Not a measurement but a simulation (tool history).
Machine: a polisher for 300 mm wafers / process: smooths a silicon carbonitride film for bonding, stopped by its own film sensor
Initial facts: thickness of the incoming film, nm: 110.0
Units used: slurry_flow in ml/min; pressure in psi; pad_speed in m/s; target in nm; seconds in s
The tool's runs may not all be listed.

run,hour,slurry_flow,pressure,pad_speed,slurry_solids,target,seconds
1,0,250,1.4,1.06,1,101,53.952
2,5.4,250,1.4,1.06,1.15,101,49.85
3,8.1,250,1.4,1.06,1.15,101,50.861
4,13.7,250,1.4,1.06,1.05,101,50.353
5,21.2,250,1.4,0.96,1.05,101,53.971
6,29.1,250,1.4,0.7,1.05,101,65.003
7,34.9,250,1.5,0.72,1.05,101,60.91
8,36.5,250,1.6,0.74,1.05,101,57.087
9,40.7,250,1.7,0.76,1.05,101,55.27
10,42.6,250,1.8,0.78,1.05,101,52.422

Predict the results of run 11:
11,48.1,250,1.9,0.8,1.05,101,?

{"run 11": {"seconds": 48.051}}
